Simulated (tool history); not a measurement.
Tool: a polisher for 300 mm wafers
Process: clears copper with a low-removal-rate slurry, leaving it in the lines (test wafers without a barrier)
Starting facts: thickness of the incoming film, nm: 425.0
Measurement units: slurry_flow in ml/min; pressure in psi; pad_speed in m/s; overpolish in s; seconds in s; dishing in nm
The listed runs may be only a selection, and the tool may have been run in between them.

{"run": 1, "day": 0.0, "slurry_flow": 280, "pressure": 3.2, "pad_speed": 1.1, "slurry_solids": 1, "overpolish": 9, "seconds": 135.14, "dishing": 20.868}
{"run": 2, "day": 0.262, "slurry_flow": 280, "pressure": 3.2, "pad_speed": 1.1, "slurry_solids": 1.1, "overpolish": 9, "seconds": 132.27, "dishing": 21.217}
{"run": 3, "day": 0.467, "slurry_flow": 280, "pressure": 3.1, "pad_speed": 1.1, "slurry_solids": 1.1, "overpolish": 9, "seconds": 138, "dishing": 20.707}
{"run": 4, "day": 0.683, "slurry_flow": 280, "pressure": 2.5, "pad_speed": 1.1, "slurry_solids": 1.1, "overpolish": 9, "seconds": 171.98, "dishing": 16.528}
{"run": 5, "day": 0.867, "slurry_flow": 350, "pressure": 2.5, "pad_speed": 1.1, "slurry_solids": 1.1, "overpolish": 9, "seconds": 164.68, "dishing": 16.73}
{"run": 6, "day": 1.229, "slurry_flow": 350, "pressure": 2.5, "pad_speed": 1.1, "slurry_solids": 0.95, "overpolish": 9, "seconds": 168.96, "dishing": 16.629}

What will run 7 give?
{"run": 7, "day": 1.596, "slurry_flow": 350, "pressure": 2.5, "pad_speed": 1.1, "slurry_solids": 0.95, "overpolish": 10, "seconds": "?", "dishing": "?"}

Logged for run 7: seconds 169.15 s, dishing 18.509 nm.

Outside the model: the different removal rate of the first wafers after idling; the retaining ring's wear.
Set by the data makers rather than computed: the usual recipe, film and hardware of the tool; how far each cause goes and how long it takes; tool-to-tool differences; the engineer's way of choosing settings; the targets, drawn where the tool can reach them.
